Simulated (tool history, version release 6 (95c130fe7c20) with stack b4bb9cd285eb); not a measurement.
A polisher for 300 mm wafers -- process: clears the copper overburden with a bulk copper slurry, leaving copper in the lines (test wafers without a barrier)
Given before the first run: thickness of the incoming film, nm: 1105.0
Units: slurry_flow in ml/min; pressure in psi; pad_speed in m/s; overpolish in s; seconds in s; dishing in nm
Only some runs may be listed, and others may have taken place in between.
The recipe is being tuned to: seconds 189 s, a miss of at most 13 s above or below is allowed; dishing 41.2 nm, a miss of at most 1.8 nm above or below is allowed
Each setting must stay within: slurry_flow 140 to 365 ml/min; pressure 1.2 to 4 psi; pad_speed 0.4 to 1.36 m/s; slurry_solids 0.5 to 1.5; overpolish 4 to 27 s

Run 1, hour 0: slurry_flow 235 ml/min, pressure 2.6 psi, pad_speed 0.88 m/s, slurry_solids 1, overpolish 14 s. Result: seconds 169.47 s, dishing 49.337 nm.
Run 2, hour 2.1: slurry_flow 235 ml/min, pressure 2.4 psi, pad_speed 0.88 m/s, slurry_solids 1, overpolish 13 s. Result: seconds 189.3 s, dishing 43.295 nm.
Run 3, hour 6.6: slurry_flow 235 ml/min, pressure 2.4 psi, pad_speed 0.96 m/s, slurry_solids 1, overpolish 13 s. Result: seconds 170.81 s, dishing 46.538 nm.
Run 4, hour 8.7: slurry_flow 235 ml/min, pressure 2.4 psi, pad_speed 0.96 m/s, slurry_solids 1, overpolish 8 s. Result: seconds 177.91 s, dishing 31.901 nm.
Run 5, hour 10.4: slurry_flow 235 ml/min, pressure 2.4 psi, pad_speed 0.96 m/s, slurry_solids 1, overpolish 9 s. Result: seconds 174.06 s, dishing 34.432 nm.
Run 6, hour 11.3: slurry_flow 235 ml/min, pressure 2.4 psi, pad_speed 0.96 m/s, slurry_solids 1, overpolish 4 s. Result: seconds 176.12 s, dishing 17.06 nm.
Run 7, hour 20.3: slurry_flow 230 ml/min, pressure 2.3 psi, pad_speed 1 m/s, slurry_solids 1, overpolish 5 s. Result: seconds 174.37 s, dishing 21.089 nm.
Run 8, hour 24.1: slurry_flow 225 ml/min, pressure 2.2 psi, pad_speed 1.02 m/s, slurry_solids 1, overpolish 6 s. Result: seconds 184.08 s, dishing 23.808 nm.
Run 9, hour 27.2: slurry_flow 225 ml/min, pressure 2.2 psi, pad_speed 1.02 m/s, slurry_solids 1, overpolish 6 s. Result: seconds 179.01 s, dishing 23.951 nm.
Run 10, hour 27.9: slurry_flow 220 ml/min, pressure 2.1 psi, pad_speed 1.04 m/s, slurry_solids 1, overpolish 7 s. Result: seconds 180.28 s, dishing 26.907 nm.
Run 11, hour 35.5: slurry_flow 220 ml/min, pressure 2 psi, pad_speed 1.06 m/s, slurry_solids 1, overpolish 7 s. Result: seconds 186.87 s, dishing 25.515 nm.
Run 12, hour 37.2: slurry_flow 215 ml/min, pressure 2 psi, pad_speed 1.08 m/s, slurry_solids 1, overpolish 8 s. Result: seconds 189.26 s, dishing 29.317 nm.
Run 13, hour 42.4: slurry_flow 205 ml/min, pressure 2 psi, pad_speed 1.1 m/s, slurry_solids 1, overpolish 8 s. Result: seconds 183.21 s, dishing 29.846 nm.
Run 14, hour 47: slurry_flow 200 ml/min, pressure 2 psi, pad_speed 1.12 m/s, slurry_solids 1, overpolish 8 s. Result: seconds 186.28 s, dishing 29.483 nm.
Run 15, hour 52.2: slurry_flow 195 ml/min, pressure 2 psi, pad_speed 1.14 m/s, slurry_solids 1, overpolish 8 s. Result: seconds 178.15 s, dishing 29.524 nm.
Run 16, hour 54.9: slurry_flow 200 ml/min, pressure 1.9 psi, pad_speed 1.16 m/s, slurry_solids 1, overpolish 8 s. Result: seconds 193.51 s, dishing 28.957 nm.
Run 17, hour 61: slurry_flow 200 ml/min, pressure 1.9 psi, pad_speed 1.18 m/s, slurry_solids 1, overpolish 8 s. Result: seconds 186.66 s, dishing 30.246 nm.
Run 18, hour 65.9: slurry_flow 200 ml/min, pressure 1.9 psi, pad_speed 1.18 m/s, slurry_solids 1, overpolish 8 s. Result: seconds 187.2 s, dishing 29.162 nm.
Run 19, hour 73.6: slurry_flow 200 ml/min, pressure 1.9 psi, pad_speed 1.2 m/s, slurry_solids 1, overpolish 8 s. Result: seconds 173.78 s, dishing 29.751 nm.
Run 20, hour 75.5: slurry_flow 200 ml/min, pressure 1.9 psi, pad_speed 1.2 m/s, slurry_solids 1, overpolish 9 s. Result: seconds 181.02 s, dishing 33.684 nm.
Run 21, hour 82.3: slurry_flow 200 ml/min, pressure 1.9 psi, pad_speed 1.22 m/s, slurry_solids 1, overpolish 9 s. Result: seconds 176.4 s, dishing 33.353 nm.
Run 22, hour 88.4: slurry_flow 195 ml/min, pressure 1.8 psi, pad_speed 1.24 m/s, slurry_solids 1, overpolish 11 s. Result: seconds 188.78 s, dishing 37.851 nm.

Which one of the following 4 next-run settings gets every result inside its allowed miss? There is exactly one.
Run A, hour 94.5: slurry_flow 140 ml/min, pressure 2 psi, pad_speed 1.2 m/s, slurry_solids 1, overpolish 12 s. Result: seconds ?, dishing ?.
Run B, hour 94.5: slurry_flow 150 ml/min, pressure 2 psi, pad_speed 1.2 m/s, slurry_solids 0.95, overpolish 11 s. Result: seconds ?, dishing ?.
Run C, hour 94.5: slurry_flow 205 ml/min, pressure 2 psi, pad_speed 1.08 m/s, slurry_solids 0.95, overpolish 14 s. Result: seconds ?, dishing ?.
Run D, hour 94.5: slurry_flow 140 ml/min, pressure 2.1 psi, pad_speed 1.26 m/s, slurry_solids 1.05, overpolish 12 s. Result: seconds ?, dishing ?.

move  seconds  dishing
   A      182   40.642
   B   182.09   37.967
   C   189.02   44.381
   D   164.18   44.182
A: every result lands within tolerance
B: just as far off the targets as the last run
C: takes the biggest miss from the last run beyond its target
D: takes the biggest miss from the last run beyond its target
A meets every target.
